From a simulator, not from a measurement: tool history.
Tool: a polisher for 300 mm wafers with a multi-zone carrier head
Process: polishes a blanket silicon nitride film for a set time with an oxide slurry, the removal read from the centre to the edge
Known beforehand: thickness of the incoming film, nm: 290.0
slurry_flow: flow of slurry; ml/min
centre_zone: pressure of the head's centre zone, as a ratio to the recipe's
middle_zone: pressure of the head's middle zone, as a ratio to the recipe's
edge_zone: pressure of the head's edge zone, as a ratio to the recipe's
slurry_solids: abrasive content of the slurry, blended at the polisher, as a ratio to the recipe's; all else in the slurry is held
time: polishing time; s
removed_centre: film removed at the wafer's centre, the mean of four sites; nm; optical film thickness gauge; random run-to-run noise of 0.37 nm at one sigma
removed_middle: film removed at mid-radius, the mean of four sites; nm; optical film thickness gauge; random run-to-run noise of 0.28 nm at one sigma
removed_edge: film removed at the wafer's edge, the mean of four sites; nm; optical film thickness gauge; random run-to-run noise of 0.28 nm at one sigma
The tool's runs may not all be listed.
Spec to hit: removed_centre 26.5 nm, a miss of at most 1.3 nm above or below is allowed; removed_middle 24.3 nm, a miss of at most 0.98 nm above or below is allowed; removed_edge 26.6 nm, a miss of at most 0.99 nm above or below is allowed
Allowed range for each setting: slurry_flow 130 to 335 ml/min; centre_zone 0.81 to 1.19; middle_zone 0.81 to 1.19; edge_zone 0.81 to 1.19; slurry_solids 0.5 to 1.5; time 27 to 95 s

run  hour  slurry_flow  centre_zone  middle_zone  edge_zone  slurry_solids  time  removed_centre  removed_middle  removed_edge
  1     0          215            1            1          1              1    61          45.915          44.864        44.924
  2   3.4          215            1            1       1.03              1    61          45.831          45.035        45.221
  3    10          215            1            1       1.03              1    72          54.294          52.686        54.952
  4  11.5          210         0.99         0.97       1.02            0.9    67          47.096          46.687        47.778
  5  15.7          205            1         0.94       1.04           0.85    62          43.276          40.604        44.725
  6  22.6          205            1         0.93       1.02            0.8    58          39.918          36.607        39.558
  7  27.9          170          0.9         0.83       0.94           0.55    47          24.467          22.662        26.065
  8  29.9          175         0.91         0.84       0.94           0.55    47           24.09          23.341        25.698
  9  31.3          185         0.99         0.83       0.96           0.65    47          29.075          24.832        28.175
 10  38.7          180         0.98         0.83       0.95           0.65    47          27.649          24.609        27.985
 11  42.7          180         0.98         0.83       0.94           0.65    47          28.603           24.83        28.697
 12  49.8          185         0.98         0.84       0.94           0.65    47          28.118          25.052         28.16
 13  51.6          185         0.98         0.84       0.93           0.65    47          27.924          25.073        28.314
 14  52.8          180         0.99         0.85       0.92            0.6    47          27.789           23.89        27.067

Which of these 5 next moves meets every target?
  A    54          205         1.05         0.82       0.89            0.6    48               ?               ?             ?
  B    54          170         1.08         0.85       0.94            0.5    50               ?               ?             ?
  C    54          130         1.06         0.81       0.87           0.55    51               ?               ?             ?
  D    54          220         1.01         0.93       1.06            0.6    43               ?               ?             ?
  E    54          205         1.02         0.82       0.89            0.5    51               ?               ?             ?

move  removed_centre  removed_middle  removed_edge
   A          30.456          24.233        27.238
   B          29.218          23.387        26.386
   C          28.866          22.775        26.134
   D          26.631          24.246        26.663
   E          29.177          23.839        26.792
A: further off than the last run
B: further off than the last run
C: further off than the last run
D: meets every target
E: further off than the last run
Move D is the one to make.

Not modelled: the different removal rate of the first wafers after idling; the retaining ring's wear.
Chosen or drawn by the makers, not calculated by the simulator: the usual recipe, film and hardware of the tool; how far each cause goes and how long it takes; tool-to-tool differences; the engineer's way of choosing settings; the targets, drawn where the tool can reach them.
